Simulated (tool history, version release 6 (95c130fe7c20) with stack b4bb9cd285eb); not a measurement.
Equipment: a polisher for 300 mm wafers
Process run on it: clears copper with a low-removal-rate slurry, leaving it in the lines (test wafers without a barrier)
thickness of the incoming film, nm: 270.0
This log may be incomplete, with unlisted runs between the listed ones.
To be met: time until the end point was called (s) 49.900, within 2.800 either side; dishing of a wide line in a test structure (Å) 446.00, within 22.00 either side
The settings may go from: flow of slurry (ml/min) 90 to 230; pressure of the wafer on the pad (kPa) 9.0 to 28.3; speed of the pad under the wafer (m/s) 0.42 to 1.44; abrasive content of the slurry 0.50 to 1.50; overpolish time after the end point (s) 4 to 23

run  hour  flow of slurry (ml/min)  pressure of the wafer on the pad (kPa)  speed of the pad under the wafer (m/s)  abrasive content of the slurry  overpolish time after the end point (s)  time until the end point was called (s)  dishing of a wide line in a test structure (Å)
  1   0.0                      150                                    18.6                                    0.92                            1.00                                       12                                   89.651                                          227.93
  2   2.0                      150                                    20.0                                    0.94                            1.00                                       12                                   83.553                                          251.86
  3   4.0                      150                                    21.4                                    0.96                            1.00                                       12                                   79.234                                          255.82
  4  13.1                      150                                    21.4                                    0.96                            1.15                                       12                                   76.020                                          271.85
  5  16.8                      150                                    22.1                                    0.98                            1.15                                       12                                   75.819                                          273.25
  6  22.7                      150                                    22.8                                    1.02                            1.15                                       12                                   69.730                                          294.19
  7  24.8                      150                                    23.4                                    1.04                            1.15                                       12                                   67.087                                          298.87
  8  26.5                      150                                    24.1                                    1.06                            1.15                                       12                                   64.361                                          316.08
  9  31.3                      150                                    24.8                                    1.08                            1.15                                       12                                   64.790                                          327.83
 10  40.2                      150                                    25.5                                    1.12                            1.15                                       12                                   60.758                                          330.31
 11  45.4                      150                                    26.2                                    1.14                            1.15                                       12                                   56.316                                          339.10
 12  46.7                      150                                    28.3                                    1.16                            1.15                                       15                                   55.252                                          436.78

Which one of the following 4 next-run settings gets every result inside its allowed miss? There is exactly one.
  A  48.0                      185                                    28.3                                    0.96                            1.40                                       19                                        ?                                               ?
  B  48.0                      145                                    28.3                                    1.22                            1.25                                       15                                        ?                                               ?
  C  48.0                      140                                    28.3                                    1.28                            1.15                                       17                                        ?                                               ?
  D  48.0                      165                                    28.3                                    1.40                            1.20                                       13                                        ?                                               ?

move  time until the end point was called (s)  dishing of a wide line in a test structure (Å)
   A                                   59.835                                          456.28
   B                                   50.398                                          436.61
   C                                   49.102                                          483.05
   D                                   43.294                                          439.27
A: moves away from the targets compared with the last run
B: in spec on every target
C: the worst result of the last run now meets its target, but another is out of spec
D: pushes the last run's worst result past its target
B meets every target.

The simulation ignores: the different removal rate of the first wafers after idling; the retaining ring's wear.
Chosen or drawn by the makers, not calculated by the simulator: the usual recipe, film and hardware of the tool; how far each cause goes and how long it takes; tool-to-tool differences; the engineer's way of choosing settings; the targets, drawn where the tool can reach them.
